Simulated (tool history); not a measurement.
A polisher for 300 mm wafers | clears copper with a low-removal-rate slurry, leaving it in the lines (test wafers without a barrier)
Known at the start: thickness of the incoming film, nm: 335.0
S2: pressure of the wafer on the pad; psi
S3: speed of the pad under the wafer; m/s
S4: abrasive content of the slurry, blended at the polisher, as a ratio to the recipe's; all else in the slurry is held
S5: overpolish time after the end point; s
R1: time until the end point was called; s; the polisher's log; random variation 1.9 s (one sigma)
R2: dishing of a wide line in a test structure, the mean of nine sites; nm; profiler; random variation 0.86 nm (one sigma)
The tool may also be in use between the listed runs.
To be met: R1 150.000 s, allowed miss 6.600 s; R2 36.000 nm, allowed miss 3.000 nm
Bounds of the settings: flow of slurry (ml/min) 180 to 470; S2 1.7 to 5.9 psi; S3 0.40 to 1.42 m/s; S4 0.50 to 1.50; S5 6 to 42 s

run 1 day=0.000 | flow_of_slurry_(ml/min)=300 S2=3.8 S3=0.90 S4=1.00 S5=21 | R1=134.840 R2=39.406
run 2 day=0.021 | flow_of_slurry_(ml/min)=300 S2=4.6 S3=0.90 S4=1.00 S5=21 | R1=108.030 R2=47.569
run 3 day=0.367 | flow_of_slurry_(ml/min)=300 S2=4.6 S3=1.10 S4=1.00 S5=21 | R1=95.994 R2=52.361
run 4 day=0.679 | flow_of_slurry_(ml/min)=300 S2=4.1 S3=1.10 S4=1.00 S5=21 | R1=109.460 R2=48.262
-- day=0.767 head pressure recalibrated
run 5 day=0.767 | flow_of_slurry_(ml/min)=300 S2=4.1 S3=0.88 S4=1.00 S5=21 | R1=109.920 R2=46.050
run 6 day=0.854 | flow_of_slurry_(ml/min)=300 S2=4.1 S3=1.02 S4=1.00 S5=21 | R1=104.050 R2=50.981
run 7 day=0.921 | flow_of_slurry_(ml/min)=300 S2=3.6 S3=1.00 S4=1.00 S5=20 | R1=120.720 R2=42.354
run 8 day=0.975 | flow_of_slurry_(ml/min)=300 S2=3.3 S3=0.98 S4=1.00 S5=20 | R1=133.750 R2=36.394
run 9 day=1.208 | flow_of_slurry_(ml/min)=300 S2=3.2 S3=0.98 S4=1.00 S5=21 | R1=135.990 R2=40.196
run 10 day=1.292 | flow_of_slurry_(ml/min)=300 S2=3.2 S3=0.98 S4=1.00 S5=21 | R1=135.710 R2=38.845

4 next moves are on the table. One of them brings every result within its allowed miss. Which?
run A day=1.375 | flow_of_slurry_(ml/min)=290 S2=3.2 S3=0.94 S4=1.05 S5=20 | R1=? R2=?
run B day=1.375 | flow_of_slurry_(ml/min)=280 S2=3.2 S3=0.98 S4=1.00 S5=20 | R1=? R2=?
run C day=1.375 | flow_of_slurry_(ml/min)=275 S2=3.5 S3=0.98 S4=0.95 S5=22 | R1=? R2=?
run D day=1.375 | flow_of_slurry_(ml/min)=225 S2=2.5 S3=1.22 S4=1.05 S5=22 | R1=? R2=?

move=A R1=136.730 R2=35.782
move=B R1=135.050 R2=36.167
move=C R1=125.370 R2=42.004
move=D R1=150.570 R2=35.348
A: nearer than the last run, and not there yet
B: as far off as the last run
C: further off than the last run
D: meets every target
Answer: D
